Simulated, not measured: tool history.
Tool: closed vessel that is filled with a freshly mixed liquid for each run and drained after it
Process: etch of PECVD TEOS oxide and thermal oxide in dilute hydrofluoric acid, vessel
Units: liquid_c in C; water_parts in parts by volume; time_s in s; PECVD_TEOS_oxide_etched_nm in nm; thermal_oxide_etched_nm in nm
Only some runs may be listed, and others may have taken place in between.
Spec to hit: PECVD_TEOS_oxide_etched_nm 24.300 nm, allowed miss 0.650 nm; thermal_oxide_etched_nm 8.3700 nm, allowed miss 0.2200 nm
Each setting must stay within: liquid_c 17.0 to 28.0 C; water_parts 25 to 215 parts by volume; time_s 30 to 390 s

Run 1, hour 0.0: liquid_c 20.0 C, water_parts 120 parts by volume, time_s 200 s. Result: PECVD_TEOS_oxide_etched_nm 18.192 nm, thermal_oxide_etched_nm 6.2800 nm.
Run 2, hour 8.6: liquid_c 20.0 C, water_parts 120 parts by volume, time_s 135 s. Result: PECVD_TEOS_oxide_etched_nm 12.330 nm, thermal_oxide_etched_nm 4.2289 nm.
Run 3, hour 11.0: liquid_c 21.5 C, water_parts 110 parts by volume, time_s 135 s. Result: PECVD_TEOS_oxide_etched_nm 14.325 nm, thermal_oxide_etched_nm 4.9941 nm.
Run 4, hour 19.2: liquid_c 24.0 C, water_parts 110 parts by volume, time_s 135 s. Result: PECVD_TEOS_oxide_etched_nm 15.788 nm, thermal_oxide_etched_nm 5.4277 nm.
Run 5, hour 26.9: liquid_c 25.0 C, water_parts 105 parts by volume, time_s 135 s. Result: PECVD_TEOS_oxide_etched_nm 17.189 nm, thermal_oxide_etched_nm 5.9558 nm.
Run 6, hour 34.1: liquid_c 25.5 C, water_parts 100 parts by volume, time_s 135 s. Result: PECVD_TEOS_oxide_etched_nm 18.700 nm, thermal_oxide_etched_nm 6.4301 nm.
Run 7, hour 38.8: liquid_c 26.0 C, water_parts 95 parts by volume, time_s 135 s. Result: PECVD_TEOS_oxide_etched_nm 20.315 nm, thermal_oxide_etched_nm 7.0223 nm.
Run 8, hour 40.2: liquid_c 26.5 C, water_parts 95 parts by volume, time_s 135 s. Result: PECVD_TEOS_oxide_etched_nm 20.755 nm, thermal_oxide_etched_nm 7.0829 nm.
Run 9, hour 42.2: liquid_c 27.0 C, water_parts 95 parts by volume, time_s 135 s. Result: PECVD_TEOS_oxide_etched_nm 21.392 nm, thermal_oxide_etched_nm 7.2669 nm.
Run 10, hour 43.3: liquid_c 27.5 C, water_parts 90 parts by volume, time_s 135 s. Result: PECVD_TEOS_oxide_etched_nm 22.750 nm, thermal_oxide_etched_nm 8.0021 nm.

Exercise: of the 4 proposed moves below, exactly one satisfies all targets within the stated allowed misses. Which move is it?
Run A, hour 44.4: liquid_c 26.5 C, water_parts 125 parts by volume, time_s 195 s. Result: PECVD_TEOS_oxide_etched_nm ?, thermal_oxide_etched_nm ?.
Run B, hour 44.4: liquid_c 28.0 C, water_parts 60 parts by volume, time_s 95 s. Result: PECVD_TEOS_oxide_etched_nm ?, thermal_oxide_etched_nm ?.
Run C, hour 44.4: liquid_c 24.5 C, water_parts 100 parts by volume, time_s 180 s. Result: PECVD_TEOS_oxide_etched_nm ?, thermal_oxide_etched_nm ?.
Run D, hour 44.4: liquid_c 28.0 C, water_parts 210 parts by volume, time_s 360 s. Result: PECVD_TEOS_oxide_etched_nm ?, thermal_oxide_etched_nm ?.

move  PECVD_TEOS_oxide_etched_nm  thermal_oxide_etched_nm
   A                      21.806                   7.5776
   B                      25.596                   8.8946
   C                      24.024                   8.3485
   D                      22.847                   7.9396
A: lands further from the targets than the last run did
B: moves the result that the last run missed by most past its target, out the other side
C: all results in spec
D: nearer than the last run, and not there yet
C meets every target.
